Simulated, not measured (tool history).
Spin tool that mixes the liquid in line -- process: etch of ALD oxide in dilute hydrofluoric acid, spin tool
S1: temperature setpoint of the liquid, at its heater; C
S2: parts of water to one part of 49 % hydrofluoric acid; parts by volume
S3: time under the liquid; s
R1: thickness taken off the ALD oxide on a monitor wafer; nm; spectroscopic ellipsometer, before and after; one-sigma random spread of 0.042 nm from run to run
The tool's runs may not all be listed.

run 1 hour=0.0 | S1=23.0 S2=165 S3=115 | R1=15.9450
run 2 hour=5.2 | S1=23.0 S2=145 S3=115 | R1=18.3690
run 3 hour=12.9 | S1=23.0 S2=115 S3=115 | R1=24.4750
run 4 hour=21.4 | S1=26.0 S2=115 S3=115 | R1=27.3380
run 5 hour=27.1 | S1=25.0 S2=130 S3=115 | R1=22.6020
run 6 hour=35.8 | S1=24.0 S2=145 S3=115 | R1=19.4950
run 7 hour=38.4 | S1=23.0 S2=155 S3=115 | R1=17.2680
run 8 hour=47.1 | S1=19.0 S2=220 S3=115 | R1=9.7483
run 9 hour=52.8 | S1=18.5 S2=225 S3=115 | R1=9.2577
run 10 hour=56.9 | S1=18.5 S2=230 S3=115 | R1=9.0028
run 11 hour=61.0 | S1=18.5 S2=235 S3=115 | R1=8.7446

What will run 12 give?
run 12 hour=63.2 | S1=18.5 S2=240 S3=115 | R1=?

R1: 8.7141 nm
